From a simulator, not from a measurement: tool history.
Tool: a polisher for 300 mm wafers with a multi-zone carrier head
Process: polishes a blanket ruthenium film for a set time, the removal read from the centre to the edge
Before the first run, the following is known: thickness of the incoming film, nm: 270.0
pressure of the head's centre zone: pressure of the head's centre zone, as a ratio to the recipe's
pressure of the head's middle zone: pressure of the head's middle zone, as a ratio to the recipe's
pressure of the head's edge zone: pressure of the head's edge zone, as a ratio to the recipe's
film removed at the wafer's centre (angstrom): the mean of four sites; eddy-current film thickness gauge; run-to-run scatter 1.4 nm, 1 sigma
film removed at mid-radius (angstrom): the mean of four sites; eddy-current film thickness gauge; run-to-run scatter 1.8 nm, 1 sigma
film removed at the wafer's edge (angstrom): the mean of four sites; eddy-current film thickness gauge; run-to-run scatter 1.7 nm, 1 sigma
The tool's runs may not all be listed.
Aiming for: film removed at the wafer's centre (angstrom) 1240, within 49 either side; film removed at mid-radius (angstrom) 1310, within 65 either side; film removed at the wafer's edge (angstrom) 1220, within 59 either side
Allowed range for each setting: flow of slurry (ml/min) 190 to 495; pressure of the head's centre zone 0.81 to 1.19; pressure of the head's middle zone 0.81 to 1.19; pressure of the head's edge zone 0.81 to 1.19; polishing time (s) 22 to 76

| run | hour | flow of slurry (ml/min) | pressure of the head's centre zone | pressure of the head's middle zone | pressure of the head's edge zone | polishing time (s) | film removed at the wafer's centre (angstrom) | film removed at mid-radius (angstrom) | film removed at the wafer's edge (angstrom) |
|---|---|---|---|---|---|---|---|---|---|
| 1 | 0 | 320 | 1 | 1 | 1 | 49 | 836.4 | 859.24 | 852.68 |
| 2 | 4.8 | 320 | 1.02 | 1.03 | 1.02 | 53 | 926.79 | 933 | 961.43 |
| 3 | 12.3 | 330 | 1.03 | 1.07 | 0.99 | 56 | 1014.3 | 1013.5 | 985.21 |
| 4 | 12.8 | 330 | 1.03 | 1.04 | 0.99 | 56 | 988.4 | 1025.4 | 969.61 |
| 5 | 16 | 330 | 1.03 | 1.04 | 0.99 | 60 | 1096.1 | 1093 | 1060 |
| 6 | 24.2 | 335 | 1.02 | 1.07 | 0.99 | 62 | 1099.6 | 1170.5 | 1084 |
| 7 | 27.2 | 335 | 1.03 | 1.09 | 1 | 63 | 1132.6 | 1188.4 | 1075.8 |
| 8 | 28.7 | 335 | 1.03 | 1.08 | 1.01 | 65 | 1170.5 | 1200.5 | 1133.4 |
| 9 | 32.7 | 335 | 1.02 | 1.08 | 1.01 | 66 | 1178.8 | 1229.8 | 1167.2 |

Pick the move, out of 5, that brings all results within their allowed miss; only one does.
| A | 36.7 | 320 | 0.88 | 1.06 | 0.99 | 74 | ? | ? | ? |
| B | 36.7 | 365 | 1.11 | 1.19 | 0.87 | 63 | ? | ? | ? |
| C | 36.7 | 400 | 1 | 0.97 | 1.19 | 64 | ? | ? | ? |
| D | 36.7 | 340 | 1.01 | 1.07 | 0.97 | 71 | ? | ? | ? |
| E | 36.7 | 315 | 1.11 | 1.02 | 1 | 63 | ? | ? | ? |

| move | film removed at the wafer's centre (angstrom) | film removed at mid-radius (angstrom) | film removed at the wafer's edge (angstrom) |
|---|---|---|---|
| A | 1125.4 | 1336.9 | 1250.3 |
| B | 1224.5 | 1267.8 | 1018.6 |
| C | 1125.7 | 1088.7 | 1183.8 |
| D | 1246.9 | 1298 | 1193.9 |
| E | 1208.7 | 1099 | 1068.3 |
A: its largest miss is bigger than the last run's
B: the worst result of the last run now meets its target, but another is out of spec
C: its largest miss is bigger than the last run's
D: all results in spec
E: the worst result of the last run now meets its target, but another is out of spec
The move that meets every target is D.
